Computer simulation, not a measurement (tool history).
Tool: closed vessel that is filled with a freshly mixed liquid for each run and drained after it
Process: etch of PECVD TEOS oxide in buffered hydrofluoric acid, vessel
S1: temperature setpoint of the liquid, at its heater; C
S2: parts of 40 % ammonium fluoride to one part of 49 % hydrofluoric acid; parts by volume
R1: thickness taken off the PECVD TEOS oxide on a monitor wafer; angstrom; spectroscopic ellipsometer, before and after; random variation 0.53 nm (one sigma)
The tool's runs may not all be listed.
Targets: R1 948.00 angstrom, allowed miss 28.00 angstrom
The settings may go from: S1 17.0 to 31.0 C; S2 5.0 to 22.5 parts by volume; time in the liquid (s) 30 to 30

Run 1, hour 0.0: S1 23.0 C, S2 13.5 parts by volume, time in the liquid (s) 30. Result: R1 456.54 angstrom.
Run 2, hour 8.2: S1 20.5 C, S2 13.5 parts by volume, time in the liquid (s) 30. Result: R1 396.91 angstrom.
Run 3, hour 13.2: S1 20.5 C, S2 9.5 parts by volume, time in the liquid (s) 30. Result: R1 546.25 angstrom.
Run 4, hour 18.8: S1 22.0 C, S2 9.5 parts by volume, time in the liquid (s) 30. Result: R1 596.62 angstrom.
Run 5, hour 27.1: S1 23.5 C, S2 9.5 parts by volume, time in the liquid (s) 30. Result: R1 651.34 angstrom.
Run 6, hour 36.1: S1 24.5 C, S2 9.5 parts by volume, time in the liquid (s) 30. Result: R1 690.64 angstrom.
Run 7, hour 41.9: S1 25.5 C, S2 9.5 parts by volume, time in the liquid (s) 30. Result: R1 725.35 angstrom.
Run 8, hour 47.0: S1 26.5 C, S2 9.5 parts by volume, time in the liquid (s) 30. Result: R1 770.50 angstrom.
Run 9, hour 55.3: S1 27.0 C, S2 9.5 parts by volume, time in the liquid (s) 30. Result: R1 784.87 angstrom.
Run 10, hour 61.6: S1 27.5 C, S2 9.5 parts by volume, time in the liquid (s) 30. Result: R1 817.42 angstrom.
Run 11, hour 66.0: S1 28.0 C, S2 9.5 parts by volume, time in the liquid (s) 30. Result: R1 835.52 angstrom.
Run 12, hour 69.0: S1 28.5 C, S2 9.5 parts by volume, time in the liquid (s) 30. Result: R1 858.47 angstrom.
Run 13, hour 73.1: S1 29.0 C, S2 9.5 parts by volume, time in the liquid (s) 30. Result: R1 881.06 angstrom.

4 next moves are on the table. One of them brings every result within its allowed miss. Which?
Run A, hour 77.2: S1 27.5 C, S2 8.5 parts by volume, time in the liquid (s) 30. Result: R1 ?.
Run B, hour 77.2: S1 31.0 C, S2 11.0 parts by volume, time in the liquid (s) 30. Result: R1 ?.
Run C, hour 77.2: S1 26.0 C, S2 8.5 parts by volume, time in the liquid (s) 30. Result: R1 ?.
Run D, hour 77.2: S1 28.5 C, S2 8.5 parts by volume, time in the liquid (s) 30. Result: R1 ?.

move      R1
   A  886.69
   B  857.21
   C  817.31
   D  935.77
A: nearer than the last run, and not there yet
B: further off than the last run
C: further off than the last run
D: meets every target
Move D is the one to make.
